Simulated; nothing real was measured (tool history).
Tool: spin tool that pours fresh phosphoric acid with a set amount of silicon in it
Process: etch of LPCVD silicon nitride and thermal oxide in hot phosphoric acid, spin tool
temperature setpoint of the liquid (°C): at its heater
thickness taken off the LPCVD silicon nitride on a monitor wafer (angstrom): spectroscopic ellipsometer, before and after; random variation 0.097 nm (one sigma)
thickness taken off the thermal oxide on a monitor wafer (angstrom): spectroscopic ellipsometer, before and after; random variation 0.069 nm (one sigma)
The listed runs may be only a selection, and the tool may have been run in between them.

run	hour	temperature setpoint of the liquid (°C)	silicon dissolved in the acid as it is poured (mg a litre)	time under the liquid (s)	thickness taken off the LPCVD silicon nitride on a monitor wafer (angstrom)	thickness taken off the thermal oxide on a monitor wafer (angstrom)
1	0	159	18.5	180	177.42	2.9558
2	1.8	158	18.5	180	172.83	3.1024
3	9	157	18.5	180	167.01	2.6185
4	10.1	157	18.5	150	139.39	2.5385
5	11.2	158.5	14	175	170.72	3.1299
6	18.5	158.5	14	100	97.583	2.0933
7	20.4	161	2	190	202.03	6.2859

What will run 8 give?
8	26.1	161.5	3	205	?	?

Run 8 yielded thickness taken off the LPCVD silicon nitride on a monitor wafer (angstrom) 221.07, thickness taken off the thermal oxide on a monitor wafer (angstrom) 5.9005.

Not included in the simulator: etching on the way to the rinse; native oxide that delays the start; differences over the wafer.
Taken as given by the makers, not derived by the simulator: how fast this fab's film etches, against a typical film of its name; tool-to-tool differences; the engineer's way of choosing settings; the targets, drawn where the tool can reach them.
